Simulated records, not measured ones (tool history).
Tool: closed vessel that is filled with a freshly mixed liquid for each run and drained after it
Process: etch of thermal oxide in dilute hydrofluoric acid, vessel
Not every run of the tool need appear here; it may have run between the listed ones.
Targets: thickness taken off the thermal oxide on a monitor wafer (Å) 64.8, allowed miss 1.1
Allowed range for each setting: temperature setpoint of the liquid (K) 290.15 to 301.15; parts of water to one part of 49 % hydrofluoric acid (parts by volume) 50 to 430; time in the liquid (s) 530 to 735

run  hour  temperature setpoint of the liquid (K)  parts of water to one part of 49 % hydrofluoric acid (parts by volume)  time in the liquid (s)  thickness taken off the thermal oxide on a monitor wafer (Å)
  1     0                                  293.15                                                                     240                     735                                                        104.41
  2   7.3                                  293.15                                                                     300                     735                                                        79.222
  3  12.5                                  293.15                                                                     300                     735                                                        79.404
  4  15.1                                  293.15                                                                     300                     530                                                        57.432
  5  19.6                                  293.15                                                                     375                     530                                                        43.129
  6  23.9                                  294.65                                                                     370                     530                                                        46.248
  7  26.9                                  295.65                                                                     365                     530                                                        48.604
  8  29.6                                  296.65                                                                     360                     530                                                        50.899
  9  33.3                                  297.65                                                                     355                     530                                                        53.645

Consider the 5 candidate settings below. Which is the only one whose results all fall within their allowed miss of target?
  A    37                                  297.65                                                                     395                     735                                                             ?
  B    37                                  299.65                                                                     365                     590                                                             ?
  C    37                                  297.15                                                                     375                     635                                                             ?
  D    37                                  295.15                                                                     310                     610                                                             ?
  E    37                                  297.65                                                                     340                     665                                                             ?

move  thickness taken off the thermal oxide on a monitor wafer (Å)
   A                                                        64.745
   B                                                        61.736
   C                                                         59.02
   D                                                        67.971
   E                                                        71.618
A: meets every target
B: better than the last run, though not everything is in spec
C: better than the last run, though not everything is in spec
D: takes the result that was furthest off past its target
E: takes the result that was furthest off past its target
A is the move that brings every result within its allowed miss.
